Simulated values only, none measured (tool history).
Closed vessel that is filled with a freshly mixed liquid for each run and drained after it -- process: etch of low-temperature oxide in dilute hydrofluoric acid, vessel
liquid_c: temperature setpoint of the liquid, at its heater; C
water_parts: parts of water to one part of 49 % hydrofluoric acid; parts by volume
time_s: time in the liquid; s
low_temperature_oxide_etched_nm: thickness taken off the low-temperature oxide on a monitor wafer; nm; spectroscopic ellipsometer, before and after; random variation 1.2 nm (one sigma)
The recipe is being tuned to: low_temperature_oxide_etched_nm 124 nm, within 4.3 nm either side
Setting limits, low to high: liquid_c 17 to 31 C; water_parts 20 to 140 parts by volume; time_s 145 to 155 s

run,hour,liquid_c,water_parts,time_s,low_temperature_oxide_etched_nm
1,0,23,75,145,35.006
2,5.5,23,50,145,54.637
3,14,24.5,45,145,63.644
4,19.4,25.5,40,145,76.214
5,25.9,25.5,40,145,75.779
6,26.7,25.5,40,145,74.279
7,33.6,26.5,40,145,80.361
8,40.7,27.5,40,145,82.464
9,41.7,27.5,40,145,83.046
10,45,27.5,40,145,81.369
11,49.5,28,35,145,98.069
12,54,28.5,35,145,99.407
13,55.7,28.5,35,145,99.041
14,57.7,29,35,145,99.964
15,58.4,29.5,35,145,102.27

Of the 4 settings listed for the next run, only one would bring every result within its allowed miss of target. Which one?
A,59.1,28.5,30,155,?
B,59.1,30.5,40,145,?
C,59.1,31,45,155,?
D,59.1,30.5,45,155,?

move,low_temperature_oxide_etched_nm
A,124.91
B,93.473
C,89.865
D,88.121
A: in spec on every target
B: misses by more than the last run did
C: misses by more than the last run did
D: misses by more than the last run did
Correct choice: A, which meets every target
